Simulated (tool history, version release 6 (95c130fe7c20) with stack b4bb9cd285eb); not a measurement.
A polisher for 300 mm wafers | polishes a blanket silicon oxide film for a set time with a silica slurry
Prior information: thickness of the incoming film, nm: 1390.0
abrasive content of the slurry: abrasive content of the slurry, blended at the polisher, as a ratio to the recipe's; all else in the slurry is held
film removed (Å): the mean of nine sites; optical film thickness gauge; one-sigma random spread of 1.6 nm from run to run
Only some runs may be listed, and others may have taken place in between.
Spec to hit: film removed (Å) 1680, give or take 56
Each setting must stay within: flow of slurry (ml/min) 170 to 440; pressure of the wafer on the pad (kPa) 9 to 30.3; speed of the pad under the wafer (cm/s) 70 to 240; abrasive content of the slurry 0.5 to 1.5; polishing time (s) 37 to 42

| run | hour | flow of slurry (ml/min) | pressure of the wafer on the pad (kPa) | speed of the pad under the wafer (cm/s) | abrasive content of the slurry | polishing time (s) | film removed (Å) |
|---|---|---|---|---|---|---|---|
| 1 | 0 | 280 | 19.3 | 154 | 1 | 42 | 1292.4 |
| 2 | 8.3 | 280 | 17.2 | 154 | 1 | 42 | 1189.6 |
| 3 | 15.7 | 280 | 17.2 | 154 | 1 | 37 | 1035.3 |
| 4 | 22.7 | 280 | 20 | 154 | 1 | 37 | 1200.8 |
| 5 | 29.1 | 280 | 17.9 | 154 | 1 | 37 | 1075.9 |
| 6 | 32.3 | 280 | 20.7 | 154 | 1 | 37 | 1243.4 |
| 7 | 37.6 | 285 | 26.2 | 156 | 1 | 37 | 1589.4 |
| 8 | 40.7 | 285 | 26.9 | 156 | 1 | 37 | 1602.4 |

Exercise: of the 5 proposed moves below, exactly one satisfies all targets within the stated allowed misses. Which move is it?
| A | 43.8 | 260 | 24.1 | 164 | 0.95 | 39 | ? |
| B | 43.8 | 295 | 23.4 | 176 | 0.95 | 41 | ? |
| C | 43.8 | 315 | 26.9 | 146 | 0.8 | 41 | ? |
| D | 43.8 | 290 | 25.5 | 160 | 0.95 | 38 | ? |
| E | 43.8 | 310 | 26.2 | 148 | 1 | 37 | ? |

| move | film removed (Å) |
|---|---|
| A | 1518.6 |
| B | 1655.7 |
| C | 1495.6 |
| D | 1542.5 |
| E | 1491.5 |
A: lands further from the targets than the last run did
B: all results in spec
C: lands further from the targets than the last run did
D: lands further from the targets than the last run did
E: lands further from the targets than the last run did
B meets every target.
